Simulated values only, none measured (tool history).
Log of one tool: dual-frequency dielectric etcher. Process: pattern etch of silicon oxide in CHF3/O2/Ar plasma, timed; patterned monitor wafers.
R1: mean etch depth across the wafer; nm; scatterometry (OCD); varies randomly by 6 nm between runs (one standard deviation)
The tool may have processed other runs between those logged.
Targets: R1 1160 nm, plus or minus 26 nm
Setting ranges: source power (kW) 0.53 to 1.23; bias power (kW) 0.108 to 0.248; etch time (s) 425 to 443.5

Run 1, day 0: source power (kW) 0.88, bias power (kW) 0.178, etch time (s) 425. Result: R1 986.04 nm.
Run 2, day 0.338: source power (kW) 0.88, bias power (kW) 0.178, etch time (s) 425. Result: R1 980.95 nm.
Run 3, day 0.583: source power (kW) 0.77, bias power (kW) 0.178, etch time (s) 425. Result: R1 952.17 nm.
Run 4, day 0.854: source power (kW) 0.8, bias power (kW) 0.183, etch time (s) 426. Result: R1 971.08 nm.
Run 5, day 1.008: source power (kW) 0.68, bias power (kW) 0.183, etch time (s) 426. Result: R1 928.8 nm.
Run 6, day 1.383: source power (kW) 0.72, bias power (kW) 0.187, etch time (s) 426.5. Result: R1 952.21 nm.
Run 7, day 1.667: source power (kW) 0.76, bias power (kW) 0.19, etch time (s) 427. Result: R1 970.47 nm.
Run 8, day 1.929: source power (kW) 0.79, bias power (kW) 0.193, etch time (s) 427.5. Result: R1 987.37 nm.
Run 9, day 2.179: source power (kW) 0.82, bias power (kW) 0.196, etch time (s) 428. Result: R1 1010.8 nm.
Run 10, day 2.35: source power (kW) 0.85, bias power (kW) 0.198, etch time (s) 428. Result: R1 1028 nm.
Run 11, day 2.55: source power (kW) 0.87, bias power (kW) 0.199, etch time (s) 428. Result: R1 1043.6 nm.

Pick the move, out of 4, that brings all results within their allowed miss; only one does.
Run A, day 2.75: source power (kW) 0.98, bias power (kW) 0.244, etch time (s) 443.5. Result: R1 ?.
Run B, day 2.75: source power (kW) 0.81, bias power (kW) 0.246, etch time (s) 443. Result: R1 ?.
Run C, day 2.75: source power (kW) 0.87, bias power (kW) 0.212, etch time (s) 431. Result: R1 ?.
Run D, day 2.75: source power (kW) 1.02, bias power (kW) 0.187, etch time (s) 443.5. Result: R1 ?.

move      R1
   A  1212.7
   B  1145.7
   C    1067
   D  1092.8
A: pushes the last run's worst result past its target
B: each result inside its tolerance
C: moves toward the targets from the last run without getting all of them in spec
D: moves toward the targets from the last run without getting all of them in spec
B meets every target.
